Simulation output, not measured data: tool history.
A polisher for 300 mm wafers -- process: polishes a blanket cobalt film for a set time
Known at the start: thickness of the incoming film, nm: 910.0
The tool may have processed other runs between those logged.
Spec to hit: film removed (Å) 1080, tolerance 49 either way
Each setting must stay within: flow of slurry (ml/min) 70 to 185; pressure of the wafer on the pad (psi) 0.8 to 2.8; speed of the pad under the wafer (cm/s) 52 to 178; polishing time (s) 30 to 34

run,hour,flow of slurry (ml/min),pressure of the wafer on the pad (psi),speed of the pad under the wafer (cm/s),polishing time (s),film removed (Å)
1,0,120,1.8,114,34,1644.9
2,3,120,1.8,96,34,1338.4
3,9.8,120,1.8,84,34,1197.7
4,15.5,120,1.8,84,34,1198.2
5,19.3,115,1.8,84,34,1197.2
6,22.3,115,2.1,84,34,1400.8
7,24.3,115,2,84,34,1335.8
8,30.4,115,1.9,84,34,1229.8
9,38.2,110,1.9,84,34,1266.3
10,44.2,110,1.8,84,34,1154.7
11,45.8,105,1.8,84,34,1155
12,48.8,100,1.8,84,34,1136
13,52.7,95,1.8,84,34,1126.6

Below are 5 possible settings for the next run. Only one of them brings all results inside the allowed miss of their targets. Which is it?
A,56.6,85,2.1,76,34,?
B,56.6,100,2,80,34,?
C,56.6,95,1.7,94,34,?
D,56.6,105,1.7,86,33,?
E,56.6,95,1.9,92,31,?

move,film removed (Å)
A,1151.9
B,1200.6
C,1182.9
D,1078.6
E,1176.8
A: further off than the last run
B: further off than the last run
C: further off than the last run
D: every result within its allowed miss
E: further off than the last run
Go with D: it meets all targets.
